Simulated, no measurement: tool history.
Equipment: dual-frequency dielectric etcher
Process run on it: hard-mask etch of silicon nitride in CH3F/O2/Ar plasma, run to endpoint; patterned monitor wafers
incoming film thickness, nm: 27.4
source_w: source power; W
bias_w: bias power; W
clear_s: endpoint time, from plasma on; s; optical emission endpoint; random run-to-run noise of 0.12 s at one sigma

| run | hour | source_w | bias_w | clear_s |
|---|---|---|---|---|
| 1 | 0.0 | 550 | 94 | 30.678 |
| 2 | 8.5 | 590 | 95 | 30.014 |
| 3 | 13.9 | 500 | 95 | 32.165 |
| 4 | 17.2 | 500 | 103 | 31.305 |
| 5 | 20.8 | 540 | 104 | 30.499 |
|  | 25.9 | bias power generator calibrated |
| 6 | 25.9 | 570 | 105 | 29.246 |
| 7 | 27.8 | 590 | 105 | 29.086 |

Expected results for the next run?
| 8 | 36.2 | 610 | 105 | ? |

Run 8 measured clear_s 28.652 s.
